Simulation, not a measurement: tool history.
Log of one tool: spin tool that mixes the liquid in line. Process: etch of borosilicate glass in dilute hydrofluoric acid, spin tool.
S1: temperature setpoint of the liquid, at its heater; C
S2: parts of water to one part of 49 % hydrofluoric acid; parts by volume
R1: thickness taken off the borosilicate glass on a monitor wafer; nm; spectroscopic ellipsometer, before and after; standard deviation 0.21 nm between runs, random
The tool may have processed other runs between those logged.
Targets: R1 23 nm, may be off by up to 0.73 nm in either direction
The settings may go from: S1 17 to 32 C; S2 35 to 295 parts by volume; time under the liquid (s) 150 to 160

{"run": 1, "day": 0.0, "S1": 24, "S2": 165, "time under the liquid (s)": 150, "R1": 38.327}
{"run": 2, "day": 0.208, "S1": 22.5, "S2": 175, "time under the liquid (s)": 150, "R1": 34.243}
{"run": 3, "day": 0.338, "S1": 22.5, "S2": 175, "time under the liquid (s)": 160, "R1": 35.446}
{"run": 4, "day": 0.4, "S1": 22.5, "S2": 175, "time under the liquid (s)": 160, "R1": 36.033}
{"run": 5, "day": 0.75, "S1": 21.5, "S2": 180, "time under the liquid (s)": 160, "R1": 33.432}
{"run": 6, "day": 1.112, "S1": 24.5, "S2": 180, "time under the liquid (s)": 160, "R1": 37.302}
{"run": 7, "day": 1.333, "S1": 23, "S2": 185, "time under the liquid (s)": 160, "R1": 33.899}
{"run": 8, "day": 1.492, "S1": 22, "S2": 190, "time under the liquid (s)": 160, "R1": 32.005}
{"run": 9, "day": 1.604, "S1": 21, "S2": 195, "time under the liquid (s)": 160, "R1": 30.279}
{"run": 10, "day": 1.712, "S1": 20.5, "S2": 200, "time under the liquid (s)": 160, "R1": 28.554}
{"run": 11, "day": 1.988, "S1": 20, "S2": 205, "time under the liquid (s)": 160, "R1": 27.084}

5 candidate next runs follow, results not yet known. Just one meets every target within its allowed miss. Identify it.
{"run": "A", "day": 2.262, "S1": 21.5, "S2": 175, "time under the liquid (s)": 160, "R1": "?"}
{"run": "B", "day": 2.262, "S1": 20, "S2": 195, "time under the liquid (s)": 155, "R1": "?"}
{"run": "C", "day": 2.262, "S1": 20.5, "S2": 235, "time under the liquid (s)": 160, "R1": "?"}
{"run": "D", "day": 2.262, "S1": 24.5, "S2": 245, "time under the liquid (s)": 160, "R1": "?"}
{"run": "E", "day": 2.262, "S1": 22, "S2": 220, "time under the liquid (s)": 155, "R1": "?"}

move=A R1=34.745
move=B R1=27.932
move=C R1=23.456
move=D R1=25.794
move=E R1=26.057
A: the biggest miss grows against the last run
B: the biggest miss grows against the last run
C: in spec on every target
D: moves toward the targets from the last run without getting all of them in spec
E: moves toward the targets from the last run without getting all of them in spec
Move C is the one to make.

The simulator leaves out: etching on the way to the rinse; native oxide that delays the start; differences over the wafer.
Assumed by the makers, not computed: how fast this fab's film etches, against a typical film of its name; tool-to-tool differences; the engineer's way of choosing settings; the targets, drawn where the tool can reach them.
